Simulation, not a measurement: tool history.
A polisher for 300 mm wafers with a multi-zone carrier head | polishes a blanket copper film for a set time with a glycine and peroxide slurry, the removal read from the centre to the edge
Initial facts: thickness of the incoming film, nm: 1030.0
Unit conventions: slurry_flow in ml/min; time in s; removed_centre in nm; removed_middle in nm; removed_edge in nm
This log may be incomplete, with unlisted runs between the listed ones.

| run | hour | slurry_flow | centre_zone | middle_zone | edge_zone | time | removed_centre | removed_middle | removed_edge |
|---|---|---|---|---|---|---|---|---|---|
| 1 | 0 | 255 | 1 | 1 | 1 | 58 | 233.42 | 249.86 | 244.46 |
| 2 | 5 | 195 | 1 | 1 | 1 | 58 | 221.77 | 234.04 | 237.89 |
| 3 | 9.6 | 195 | 1 | 1 | 0.93 | 58 | 233.15 | 236.14 | 231.56 |
| 4 | 15.2 | 155 | 1 | 1 | 0.93 | 58 | 216.74 | 226.2 | 220.61 |
| 5 | 16.9 | 205 | 1.02 | 1 | 0.96 | 59 | 232.44 | 243.3 | 236.95 |
| 6 | 18 | 205 | 1.02 | 1 | 1 | 59 | 241.82 | 240.29 | 243.14 |
| 7 | 19.9 | 240 | 1.03 | 1.02 | 1.04 | 60 | 257.71 | 251.71 | 256.88 |
| 8 | 27.6 | 265 | 1.03 | 1.04 | 1.06 | 61 | 263.07 | 265.6 | 259.21 |
| 9 | 35.2 | 285 | 1.04 | 1.04 | 1.08 | 62 | 273.01 | 270.99 | 274.33 |
| 10 | 44.1 | 300 | 1.05 | 1.05 | 1.09 | 62 | 277.63 | 276.71 | 272.94 |
| 11 | 46.9 | 310 | 1.06 | 1.05 | 1.11 | 63 | 285.26 | 286.2 | 283.57 |
| 12 | 55.8 | 310 | 1.06 | 1.05 | 1.11 | 63 | 281.75 | 281.98 | 281.84 |

Estimate the outcome of run 13 from the log above:
| 13 | 63.6 | 320 | 1.07 | 1.06 | 1.12 | 63 | ? | ? | ? |

Run 13 measured removed_centre 284.49 nm, removed_middle 288.52 nm, removed_edge 280.36 nm.

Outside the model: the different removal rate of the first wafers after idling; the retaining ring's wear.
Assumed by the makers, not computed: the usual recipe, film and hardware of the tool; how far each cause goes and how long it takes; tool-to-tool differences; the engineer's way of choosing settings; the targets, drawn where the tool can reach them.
